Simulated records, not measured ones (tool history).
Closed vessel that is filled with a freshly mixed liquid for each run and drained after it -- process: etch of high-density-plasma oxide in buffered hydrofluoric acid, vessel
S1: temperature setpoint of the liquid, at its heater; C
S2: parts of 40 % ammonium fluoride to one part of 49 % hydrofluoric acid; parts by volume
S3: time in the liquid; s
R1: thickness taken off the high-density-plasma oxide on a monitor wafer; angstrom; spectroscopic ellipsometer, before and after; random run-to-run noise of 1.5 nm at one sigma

Run 1, hour 0.0: S1 23.0 C, S2 14.0 parts by volume, S3 95 s. Result: R1 768.56 angstrom.
Run 2, hour 6.9: S1 23.0 C, S2 15.5 parts by volume, S3 95 s. Result: R1 698.27 angstrom.
Run 3, hour 8.1: S1 24.5 C, S2 14.0 parts by volume, S3 95 s. Result: R1 834.56 angstrom.
Run 4, hour 13.0: S1 24.5 C, S2 14.0 parts by volume, S3 100 s. Result: R1 874.40 angstrom.
Run 5, hour 21.8: S1 25.5 C, S2 12.5 parts by volume, S3 100 s. Result: R1 1049.20 angstrom.
Run 6, hour 29.3: S1 25.5 C, S2 16.5 parts by volume, S3 100 s. Result: R1 779.04 angstrom.
Run 7, hour 32.7: S1 26.5 C, S2 15.0 parts by volume, S3 100 s. Result: R1 915.50 angstrom.

What will run 8 give?
Run 8, hour 39.0: S1 27.5 C, S2 14.0 parts by volume, S3 100 s. Result: R1 ?.

Run 8 came out at R1 1033.30 angstrom.
